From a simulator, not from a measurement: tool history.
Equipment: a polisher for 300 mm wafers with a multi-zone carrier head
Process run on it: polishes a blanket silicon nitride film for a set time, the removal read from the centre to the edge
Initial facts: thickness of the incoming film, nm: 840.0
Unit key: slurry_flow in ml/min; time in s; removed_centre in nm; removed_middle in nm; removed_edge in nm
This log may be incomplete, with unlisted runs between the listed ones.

run  hour  slurry_flow  centre_zone  middle_zone  edge_zone  time  removed_centre  removed_middle  removed_edge
  1   0.0          205         1.00         1.00       1.00    40          44.113          43.711        42.042
  2   3.6          210         1.00         1.04       1.02    41          46.008          46.460        43.205
  3   4.6          250         1.00         1.04       1.02    41          47.097          46.170        44.114
  4   7.9          250         1.00         0.99       1.02    41          47.328          44.544        43.526
  5  11.6          245         0.99         1.03       1.01    42          47.226          46.405        45.777
  6  18.3          245         0.99         1.07       1.01    42          47.231          49.250        45.023

The next listed run, before its measurement:
  7  26.7          245         0.99         1.09       1.02    43               ?               ?             ?

removed_centre: 48.254 nm
removed_middle: 49.954 nm
removed_edge: 47.370 nm

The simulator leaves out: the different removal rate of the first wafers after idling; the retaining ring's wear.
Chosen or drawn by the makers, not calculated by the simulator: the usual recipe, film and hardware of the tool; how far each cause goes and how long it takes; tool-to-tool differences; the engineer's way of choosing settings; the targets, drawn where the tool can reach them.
